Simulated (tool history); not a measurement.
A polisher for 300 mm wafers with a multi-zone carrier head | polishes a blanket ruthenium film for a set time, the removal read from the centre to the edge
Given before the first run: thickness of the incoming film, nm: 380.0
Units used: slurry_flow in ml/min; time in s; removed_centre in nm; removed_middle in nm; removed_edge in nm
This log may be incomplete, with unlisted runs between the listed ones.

run	day	slurry_flow	centre_zone	middle_zone	edge_zone	time	removed_centre	removed_middle	removed_edge
1	0	170	1	1	1	64	71.516	71.554	72.103
2	0.267	175	0.99	1.02	1.02	64	70.568	72.879	72.73
3	0.296	180	0.98	1.04	1.03	65	72.182	76.575	73.644
4	0.558	180	0.97	1.05	1.05	66	72.987	76.65	76.217
5	0.596	180	0.97	0.99	1.05	66	71.105	73.456	77.128
6	0.958	210	0.97	0.99	1.05	66	73.719	75.087	77.008
7	0.996	210	0.96	1.02	1.06	66	73.379	78.31	77.307
8	1.075	210	0.95	1.03	1.07	66	71.659	78.286	78.233
9	1.279	215	0.95	1.04	1.07	66	72.94	79.741	79.624
10	1.442	215	0.95	1.04	1.07	66	73.434	77.988	78.876
11	1.492	215	0.94	1.06	1.07	66	71.355	80.104	78.527

Run 12 is up next; what results do you expect?
12	1.533	220	0.94	1.07	1.07	66	?	?	?

removed_centre: 71.884 nm
removed_middle: 80.155 nm
removed_edge: 79.512 nm
